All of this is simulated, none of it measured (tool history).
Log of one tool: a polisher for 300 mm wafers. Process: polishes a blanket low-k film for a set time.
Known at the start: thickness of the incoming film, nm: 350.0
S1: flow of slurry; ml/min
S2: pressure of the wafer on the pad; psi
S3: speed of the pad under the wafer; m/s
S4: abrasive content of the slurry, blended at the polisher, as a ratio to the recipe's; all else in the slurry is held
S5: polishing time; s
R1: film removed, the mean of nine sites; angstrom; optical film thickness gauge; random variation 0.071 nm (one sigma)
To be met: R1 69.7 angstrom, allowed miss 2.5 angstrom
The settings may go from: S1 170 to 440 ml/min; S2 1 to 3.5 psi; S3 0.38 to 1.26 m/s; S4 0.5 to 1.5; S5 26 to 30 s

run  hour   S1   S2    S3    S4  S5      R1
  1     0  280  2.2  0.82     1  30  131.62
  2   5.5  280  1.8  0.78     1  30  108.11
  3   6.5  280  1.8  0.78  1.15  30  115.96
  4  11.2  280  1.5  0.72  1.15  30  97.314
  5  12.1  280  1.3  0.68  1.15  30  88.582
  6  18.3  280  1.2  0.64  1.15  30  81.062
  7  25.8  280  1.1  0.62  1.15  30  75.929
  8  26.4  280  1.1   0.6  1.15  30  73.803

5 next moves are on the table. One of them brings every result within its allowed miss. Which?
  A    27  335  1.1  0.42   1.1  30   ?
  B    27  325    1  0.62  1.15  26   ?
  C    27  300  1.1  0.48   1.2  28   ?
  D    27  225  1.3  0.58   1.1  29   ?
  E    27  325  1.1  0.68  1.05  27   ?

move      R1
   A  62.438
   B  62.735
   C   63.94
   D   74.28
   E  68.835
A: takes the result that was furthest off past its target
B: takes the result that was furthest off past its target
C: takes the result that was furthest off past its target
D: further off than the last run
E: meets every target
The right move is E.
